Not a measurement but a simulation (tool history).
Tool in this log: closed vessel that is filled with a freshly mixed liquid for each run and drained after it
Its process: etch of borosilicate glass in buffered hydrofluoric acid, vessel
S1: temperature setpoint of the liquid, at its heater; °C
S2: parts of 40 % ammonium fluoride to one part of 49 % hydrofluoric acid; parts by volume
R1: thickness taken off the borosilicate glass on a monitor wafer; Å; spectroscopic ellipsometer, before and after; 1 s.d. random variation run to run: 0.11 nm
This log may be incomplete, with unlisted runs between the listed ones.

Run 1, day 0.000: S1 22.0 °C, S2 12.5 parts by volume, time in the liquid (s) 30. Result: R1 275.01 Å.
Run 2, day 0.188: S1 22.0 °C, S2 9.5 parts by volume, time in the liquid (s) 30. Result: R1 352.20 Å.
Run 3, day 0.550: S1 22.0 °C, S2 9.5 parts by volume, time in the liquid (s) 30. Result: R1 353.68 Å.
Run 4, day 0.925: S1 22.0 °C, S2 9.5 parts by volume, time in the liquid (s) 30. Result: R1 350.31 Å.
Run 5, day 1.162: S1 20.5 °C, S2 12.0 parts by volume, time in the liquid (s) 30. Result: R1 266.02 Å.
Run 6, day 1.442: S1 20.5 °C, S2 12.0 parts by volume, time in the liquid (s) 30. Result: R1 263.06 Å.
Run 7, day 1.646: S1 19.5 °C, S2 13.5 parts by volume, time in the liquid (s) 30. Result: R1 222.38 Å.
Run 8, day 1.879: S1 18.5 °C, S2 14.5 parts by volume, time in the liquid (s) 30. Result: R1 198.05 Å.

Run 9, settings as shown, results not yet in. Your forecast:
Run 9, day 2.092: S1 18.0 °C, S2 15.5 parts by volume, time in the liquid (s) 30. Result: R1 ?.

Run 9 measured R1 177.78 Å.

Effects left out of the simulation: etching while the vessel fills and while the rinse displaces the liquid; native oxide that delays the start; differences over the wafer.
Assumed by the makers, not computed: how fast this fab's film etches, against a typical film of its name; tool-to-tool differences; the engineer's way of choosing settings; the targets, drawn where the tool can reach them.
